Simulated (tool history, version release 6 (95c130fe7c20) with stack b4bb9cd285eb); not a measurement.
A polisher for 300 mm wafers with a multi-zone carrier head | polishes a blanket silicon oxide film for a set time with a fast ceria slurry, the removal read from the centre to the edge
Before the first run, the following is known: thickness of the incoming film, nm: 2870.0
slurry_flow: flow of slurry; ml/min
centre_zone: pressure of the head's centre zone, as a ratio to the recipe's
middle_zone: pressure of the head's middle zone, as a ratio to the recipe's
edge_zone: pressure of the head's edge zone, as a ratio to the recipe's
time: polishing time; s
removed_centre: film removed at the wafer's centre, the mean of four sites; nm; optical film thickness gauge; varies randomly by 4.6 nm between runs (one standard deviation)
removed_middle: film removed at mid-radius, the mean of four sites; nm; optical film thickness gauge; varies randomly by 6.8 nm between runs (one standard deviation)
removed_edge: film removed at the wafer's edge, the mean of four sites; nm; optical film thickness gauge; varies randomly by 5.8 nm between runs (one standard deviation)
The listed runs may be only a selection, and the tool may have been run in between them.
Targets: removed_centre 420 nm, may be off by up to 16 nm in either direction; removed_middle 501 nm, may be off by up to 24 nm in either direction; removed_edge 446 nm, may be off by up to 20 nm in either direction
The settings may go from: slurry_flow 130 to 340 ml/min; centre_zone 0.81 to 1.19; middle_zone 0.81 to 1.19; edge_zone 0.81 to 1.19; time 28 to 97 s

run	hour	slurry_flow	centre_zone	middle_zone	edge_zone	time	removed_centre	removed_middle	removed_edge
1	0	220	1	1	1	62	728.12	773.12	733.91
2	3.1	215	0.97	1	0.97	54	607.35	664.46	622.34
3	6.6	215	0.97	1.06	0.97	54	612.22	679.89	621.66
4	8.7	255	0.97	1.06	0.97	54	631.43	701.73	640.01
5	12.1	205	0.97	1.06	0.97	54	606.52	690.6	613.66
6	17.3	205	1	1.06	0.97	54	618.85	682.01	622.11
7	19.8	195	0.96	1.04	0.94	50	554.98	628.65	552.88
8	26.8	190	0.93	1.01	0.93	47	498.74	580.75	525.27
9	31.8	185	0.92	0.99	0.9	45	467.69	538.03	478.2
10	32.8	180	0.9	0.98	0.89	45	458.12	526.04	492.52
11	38.2	175	0.89	0.99	0.87	44	435.56	516.35	477.82

Exactly one of the 5 candidate moves below puts every result within its allowed miss. Which one?
A	43.6	195	0.86	0.9	0.95	39	?	?	?
B	43.6	200	0.96	0.97	0.83	38	?	?	?
C	43.6	230	0.89	1.02	0.89	40	?	?	?
D	43.6	170	0.87	1.13	0.88	38	?	?	?
E	43.6	180	0.86	0.98	0.86	47	?	?	?

move	removed_centre	removed_middle	removed_edge
A	380.96	437.34	445.6
B	416.56	455.05	408.92
C	414.6	508.94	449.82
D	367.69	506.13	411.63
E	453.46	559.49	508.1
A: meets the target for the result that was furthest off, but another lies outside its allowed miss
B: takes the biggest miss from the last run beyond its target
C: in spec on every target
D: takes the biggest miss from the last run beyond its target
E: further off than the last run
Answer: C
